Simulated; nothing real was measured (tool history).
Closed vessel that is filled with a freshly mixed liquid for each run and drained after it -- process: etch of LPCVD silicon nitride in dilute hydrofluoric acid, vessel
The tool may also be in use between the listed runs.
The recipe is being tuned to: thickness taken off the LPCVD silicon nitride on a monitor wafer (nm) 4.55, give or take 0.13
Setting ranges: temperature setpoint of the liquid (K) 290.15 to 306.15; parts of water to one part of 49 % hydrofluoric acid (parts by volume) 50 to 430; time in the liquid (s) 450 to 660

run  hour  temperature setpoint of the liquid (K)  parts of water to one part of 49 % hydrofluoric acid (parts by volume)  time in the liquid (s)  thickness taken off the LPCVD silicon nitride on a monitor wafer (nm)
  1     0                                  298.15                                                                     240                     660                                                                  1.714
  2   2.9                                  299.65                                                                     215                     660                                                                 2.1089
  3  11.3                                  299.65                                                                     215                     660                                                                 2.1115
  4  16.6                                  299.65                                                                     215                     660                                                                 2.1254
  5  19.9                                  299.65                                                                     295                     660                                                                 1.5201
  6    28                                  297.65                                                                     295                     660                                                                 1.3502
  7  30.8                                  299.15                                                                     260                     660                                                                 1.6793
  8  38.9                                  300.65                                                                     230                     660                                                                  2.076
  9  45.7                                  301.65                                                                     205                     660                                                                 2.4974
 10  48.8                                  301.65                                                                     205                     660                                                                 2.4689
 11  52.5                                  302.65                                                                     190                     660                                                                 2.8719
 12  54.3                                  303.15                                                                     180                     660                                                                 3.0727
 13  54.9                                  306.15                                                                     120                     660                                                                 5.6589
 14  55.6                                  305.65                                                                     120                     660                                                                 5.4971
 15  62.7                                  305.15                                                                     120                     660                                                                 5.2551

Next run, 4 choices. One meets every target within its allowed miss, the rest don't. Which?
  A  69.8                                  304.15                                                                     120                     660                                                                      ?
  B  69.8                                  304.65                                                                     135                     660                                                                      ?
  C  69.8                                  306.15                                                                     115                     660                                                                      ?
  D  69.8                                  306.15                                                                     110                     450                                                                      ?

move  thickness taken off the LPCVD silicon nitride on a monitor wafer (nm)
   A                                                                 4.9887
   B                                                                 4.5637
   C                                                                  5.887
   D                                                                 4.1999
A: nearer the targets than the last run, but a result is still out of spec
B: each result inside its tolerance
C: the biggest miss grows against the last run
D: pushes the last run's worst result past its target
Answer: B

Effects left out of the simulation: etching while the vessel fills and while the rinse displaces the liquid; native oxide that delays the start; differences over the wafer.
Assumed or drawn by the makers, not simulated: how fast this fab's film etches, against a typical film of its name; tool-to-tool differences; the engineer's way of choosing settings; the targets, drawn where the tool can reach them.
